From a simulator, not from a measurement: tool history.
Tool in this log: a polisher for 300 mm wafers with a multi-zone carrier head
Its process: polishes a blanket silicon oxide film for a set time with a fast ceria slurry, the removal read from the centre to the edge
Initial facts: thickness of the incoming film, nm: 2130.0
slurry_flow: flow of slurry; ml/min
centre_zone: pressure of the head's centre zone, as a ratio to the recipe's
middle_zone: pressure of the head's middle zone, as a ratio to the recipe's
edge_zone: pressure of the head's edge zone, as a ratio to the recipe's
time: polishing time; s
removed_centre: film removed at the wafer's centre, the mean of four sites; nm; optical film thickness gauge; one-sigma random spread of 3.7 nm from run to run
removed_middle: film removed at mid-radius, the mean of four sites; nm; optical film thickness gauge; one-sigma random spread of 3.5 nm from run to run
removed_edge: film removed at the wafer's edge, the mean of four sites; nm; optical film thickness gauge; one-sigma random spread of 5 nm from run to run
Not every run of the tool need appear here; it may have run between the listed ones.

run  hour  slurry_flow  centre_zone  middle_zone  edge_zone  time  removed_centre  removed_middle  removed_edge
  1   0.0          170         1.00         1.00       1.00    47          362.85          358.99        361.25
  2   1.6          150         1.00         1.00       1.00    47          353.08          347.40        347.81
  3   7.5          150         1.00         1.00       1.07    47          348.83          344.25        360.30
  4  15.5          130         1.00         1.00       1.07    47          337.55          333.26        355.62
  5  21.3          155         0.98         1.00       1.10    49          353.63          363.99        389.19
  6  22.3          180         0.98         1.00       1.12    49          369.73          377.21        402.47
  7  23.1          195         0.97         1.00       1.14    50          380.10          380.87        410.91
  8  24.7          200         0.96         1.00       1.15    51          387.86          398.75        429.45

Run 9, settings as shown, results not yet in. Your forecast:
  9  30.0          210         0.95         1.00       1.16    51               ?               ?             ?

Run 9 gave removed_centre 376.86 nm, removed_middle 397.01 nm, removed_edge 431.15 nm.
